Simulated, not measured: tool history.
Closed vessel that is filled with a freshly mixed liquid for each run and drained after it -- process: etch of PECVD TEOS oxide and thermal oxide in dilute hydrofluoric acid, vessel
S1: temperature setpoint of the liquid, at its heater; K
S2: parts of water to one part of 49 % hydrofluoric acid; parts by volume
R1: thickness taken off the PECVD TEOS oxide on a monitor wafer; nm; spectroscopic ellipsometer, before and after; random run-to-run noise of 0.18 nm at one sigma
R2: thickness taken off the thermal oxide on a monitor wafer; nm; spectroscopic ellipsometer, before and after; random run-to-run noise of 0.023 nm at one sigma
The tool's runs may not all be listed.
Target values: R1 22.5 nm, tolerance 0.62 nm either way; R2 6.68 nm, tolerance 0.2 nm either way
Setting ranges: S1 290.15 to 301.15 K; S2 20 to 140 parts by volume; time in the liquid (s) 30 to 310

run 1 hour=0 | S1=293.15 S2=75 time_in_the_liquid_(s)=160 | R1=28.543 R2=8.5557
run 2 hour=3.7 | S1=293.15 S2=90 time_in_the_liquid_(s)=160 | R1=23.523 R2=6.9863
run 3 hour=5.6 | S1=295.65 S2=90 time_in_the_liquid_(s)=160 | R1=25.913 R2=7.7893
run 4 hour=14.1 | S1=298.15 S2=90 time_in_the_liquid_(s)=160 | R1=28.892 R2=8.5777
run 5 hour=15.3 | S1=298.15 S2=90 time_in_the_liquid_(s)=195 | R1=34.824 R2=10.444
run 6 hour=19 | S1=295.65 S2=95 time_in_the_liquid_(s)=195 | R1=30.297 R2=8.9074
run 7 hour=20.2 | S1=295.65 S2=95 time_in_the_liquid_(s)=195 | R1=29.878 R2=8.8694
run 8 hour=28.9 | S1=291.65 S2=100 time_in_the_liquid_(s)=195 | R1=24.174 R2=7.0923
run 9 hour=36.7 | S1=291.15 S2=100 time_in_the_liquid_(s)=195 | R1=23.388 R2=6.9625
run 10 hour=44.1 | S1=290.65 S2=100 time_in_the_liquid_(s)=195 | R1=23.273 R2=6.8716

Which of these 4 next moves meets every target?
run A hour=51.5 | S1=295.65 S2=20 time_in_the_liquid_(s)=30 | R1=? R2=?
run B hour=51.5 | S1=290.15 S2=125 time_in_the_liquid_(s)=260 | R1=? R2=?
run C hour=51.5 | S1=290.15 S2=95 time_in_the_liquid_(s)=195 | R1=? R2=?
run D hour=51.5 | S1=290.15 S2=120 time_in_the_liquid_(s)=240 | R1=? R2=?

move=A R1=24.279 R2=7.1327
move=B R1=23.671 R2=6.9541
move=C R1=24.088 R2=7.0768
move=D R1=22.875 R2=6.7203
A: misses by more than the last run did
B: misses by more than the last run did
C: misses by more than the last run did
D: in spec on every target
Answer: D
